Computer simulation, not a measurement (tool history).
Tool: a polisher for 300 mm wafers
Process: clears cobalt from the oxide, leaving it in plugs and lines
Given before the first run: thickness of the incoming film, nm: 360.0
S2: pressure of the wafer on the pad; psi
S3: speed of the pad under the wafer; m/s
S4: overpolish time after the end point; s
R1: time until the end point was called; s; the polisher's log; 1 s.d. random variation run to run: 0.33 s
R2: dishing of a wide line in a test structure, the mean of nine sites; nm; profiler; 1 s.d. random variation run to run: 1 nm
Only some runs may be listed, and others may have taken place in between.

Run 1, hour 0: flow of slurry (ml/min) 220, S2 2.2 psi, S3 1.06 m/s, S4 25 s. Result: R1 46.549 s, R2 69.316 nm.
Run 2, hour 4.6: flow of slurry (ml/min) 220, S2 2.2 psi, S3 1.06 m/s, S4 30 s. Result: R1 46.775 s, R2 73.651 nm.
Run 3, hour 13.2: flow of slurry (ml/min) 225, S2 2.4 psi, S3 1.06 m/s, S4 27 s. Result: R1 42.991 s, R2 73.041 nm.
Run 4, hour 21.1: flow of slurry (ml/min) 225, S2 2.1 psi, S3 1.06 m/s, S4 27 s. Result: R1 48.928 s, R2 70.566 nm.
Run 5, hour 24.7: flow of slurry (ml/min) 225, S2 2.3 psi, S3 1.06 m/s, S4 25 s. Result: R1 44.38 s, R2 69.609 nm.
Run 6, hour 26.1: flow of slurry (ml/min) 225, S2 2.1 psi, S3 1.06 m/s, S4 25 s. Result: R1 48.863 s, R2 69.608 nm.
Run 7, hour 27.9: flow of slurry (ml/min) 235, S2 2.7 psi, S3 1.08 m/s, S4 24 s. Result: R1 36.999 s, R2 72.729 nm.

Run 8 has not been measured yet. What should we expect?
Run 8, hour 33.4: flow of slurry (ml/min) 235, S2 2.8 psi, S3 1.08 m/s, S4 23 s. Result: R1 ?, R2 ?.

{"run 8": {"R1": 36.151, "R2": 71.3}}
